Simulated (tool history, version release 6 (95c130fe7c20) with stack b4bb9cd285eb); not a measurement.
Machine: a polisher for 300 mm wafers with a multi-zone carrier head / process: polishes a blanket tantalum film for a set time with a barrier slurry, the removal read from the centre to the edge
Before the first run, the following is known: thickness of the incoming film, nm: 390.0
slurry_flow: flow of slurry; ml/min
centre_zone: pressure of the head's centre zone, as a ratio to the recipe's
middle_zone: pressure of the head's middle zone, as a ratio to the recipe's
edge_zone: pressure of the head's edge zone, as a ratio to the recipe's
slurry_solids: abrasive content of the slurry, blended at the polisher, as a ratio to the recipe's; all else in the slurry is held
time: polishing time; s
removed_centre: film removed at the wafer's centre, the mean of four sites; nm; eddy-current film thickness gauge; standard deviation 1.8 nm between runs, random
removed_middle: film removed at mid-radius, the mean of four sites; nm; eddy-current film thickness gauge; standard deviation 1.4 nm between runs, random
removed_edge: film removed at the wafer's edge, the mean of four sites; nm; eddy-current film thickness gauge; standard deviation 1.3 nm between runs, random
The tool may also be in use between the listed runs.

run	hour	slurry_flow	centre_zone	middle_zone	edge_zone	slurry_solids	time	removed_centre	removed_middle	removed_edge
1	0	275	1	1	1	1	35	88.066	90.387	86.918
2	3.8	275	0.95	1	1	1	35	83.024	89.813	89.72
3	7.1	275	0.95	1	1.06	1	35	82.292	89.935	91.552
4	11.5	280	0.97	1.01	1.06	1.05	36	86.801	94.593	97.194
# hour 14.9: worn pad replaced by a new one
5	14.9	280	1.04	1.01	1.06	1.05	36	108	105.37	105.98
6	19.8	280	1.04	1.01	1.06	1.2	36	109.59	107.9	112.55

What does the tool deliver on the next run?
7	28.4	285	1.05	1.02	1.06	1.2	36	?	?	?

removed_centre: 109.35 nm
removed_middle: 111.3 nm
removed_edge: 109.23 nm
